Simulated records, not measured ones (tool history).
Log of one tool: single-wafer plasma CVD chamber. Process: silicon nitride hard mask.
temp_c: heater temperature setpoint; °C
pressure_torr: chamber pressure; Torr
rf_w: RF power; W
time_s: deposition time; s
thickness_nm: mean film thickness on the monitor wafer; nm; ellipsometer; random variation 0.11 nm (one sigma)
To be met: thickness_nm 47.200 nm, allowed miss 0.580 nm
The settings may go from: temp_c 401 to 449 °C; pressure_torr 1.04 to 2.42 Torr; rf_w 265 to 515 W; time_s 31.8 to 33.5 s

Run 1, hour 0.0: temp_c 425 °C, pressure_torr 1.73 Torr, rf_w 390 W, time_s 33.5 s. Result: thickness_nm 44.261 nm.
Run 2, hour 2.0: temp_c 425 °C, pressure_torr 1.81 Torr, rf_w 390 W, time_s 33.5 s. Result: thickness_nm 44.593 nm.
Run 3, hour 5.3: temp_c 425 °C, pressure_torr 1.81 Torr, rf_w 355 W, time_s 33.5 s. Result: thickness_nm 41.945 nm.
Run 4, hour 10.6: temp_c 425 °C, pressure_torr 1.94 Torr, rf_w 360 W, time_s 33.5 s. Result: thickness_nm 43.095 nm.
Run 5, hour 19.4: temp_c 425 °C, pressure_torr 2.04 Torr, rf_w 365 W, time_s 33.5 s. Result: thickness_nm 44.184 nm.
Run 6, hour 20.7: temp_c 425 °C, pressure_torr 2.04 Torr, rf_w 415 W, time_s 33.5 s. Result: thickness_nm 48.149 nm.
Run 7, hour 23.4: temp_c 425 °C, pressure_torr 2.01 Torr, rf_w 415 W, time_s 33.5 s. Result: thickness_nm 47.900 nm.
Run 8, hour 30.5: temp_c 425 °C, pressure_torr 1.99 Torr, rf_w 415 W, time_s 33.5 s. Result: thickness_nm 47.952 nm.

Which of these 4 next moves meets every target?
Run A, hour 37.6: temp_c 427 °C, pressure_torr 1.92 Torr, rf_w 410 W, time_s 32.8 s. Result: thickness_nm ?.
Run B, hour 37.6: temp_c 422 °C, pressure_torr 2.08 Torr, rf_w 395 W, time_s 32.8 s. Result: thickness_nm ?.
Run C, hour 37.6: temp_c 424 °C, pressure_torr 1.84 Torr, rf_w 420 W, time_s 33.5 s. Result: thickness_nm ?.
Run D, hour 37.6: temp_c 427 °C, pressure_torr 1.87 Torr, rf_w 415 W, time_s 32.2 s. Result: thickness_nm ?.

move  thickness_nm
   A        46.183
   B        46.041
   C        47.483
   D        45.402
A: takes the result that was furthest off past its target
B: takes the result that was furthest off past its target
C: meets every target
D: takes the result that was furthest off past its target
Move C is the one to make.

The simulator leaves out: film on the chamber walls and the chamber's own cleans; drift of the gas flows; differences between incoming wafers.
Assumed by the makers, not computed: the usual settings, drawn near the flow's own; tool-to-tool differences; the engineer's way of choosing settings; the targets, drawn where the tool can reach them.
